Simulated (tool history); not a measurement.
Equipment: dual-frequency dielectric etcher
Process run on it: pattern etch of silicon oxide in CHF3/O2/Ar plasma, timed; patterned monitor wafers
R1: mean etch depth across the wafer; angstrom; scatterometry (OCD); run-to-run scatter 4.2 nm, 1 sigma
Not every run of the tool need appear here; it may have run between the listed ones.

run 1 hour=0.0 | source_power_(kW)=0.830 bias_power_(kW)=0.222 etch_time_(s)=436.0 | R1=10389.0
run 2 hour=5.8 | source_power_(kW)=0.770 bias_power_(kW)=0.204 etch_time_(s)=431.5 | R1=9322.0
run 3 hour=8.7 | source_power_(kW)=0.720 bias_power_(kW)=0.203 etch_time_(s)=431.5 | R1=9141.1
run 4 hour=17.5 | source_power_(kW)=0.680 bias_power_(kW)=0.199 etch_time_(s)=431.0 | R1=8911.0
run 5 hour=20.8 | source_power_(kW)=0.680 bias_power_(kW)=0.183 etch_time_(s)=431.0 | R1=8433.4
run 6 hour=26.2 | source_power_(kW)=0.650 bias_power_(kW)=0.182 etch_time_(s)=431.0 | R1=8253.3
run 7 hour=32.9 | source_power_(kW)=0.630 bias_power_(kW)=0.181 etch_time_(s)=431.0 | R1=8198.0
run 8 hour=34.7 | source_power_(kW)=0.610 bias_power_(kW)=0.180 etch_time_(s)=431.0 | R1=8045.0
run 9 hour=38.7 | source_power_(kW)=0.530 bias_power_(kW)=0.176 etch_time_(s)=430.5 | R1=7380.5

What does the tool deliver on the next run?
run 10 hour=41.8 | source_power_(kW)=0.540 bias_power_(kW)=0.176 etch_time_(s)=430.5 | R1=?

Run 10 gave R1 7459.0 angstrom.

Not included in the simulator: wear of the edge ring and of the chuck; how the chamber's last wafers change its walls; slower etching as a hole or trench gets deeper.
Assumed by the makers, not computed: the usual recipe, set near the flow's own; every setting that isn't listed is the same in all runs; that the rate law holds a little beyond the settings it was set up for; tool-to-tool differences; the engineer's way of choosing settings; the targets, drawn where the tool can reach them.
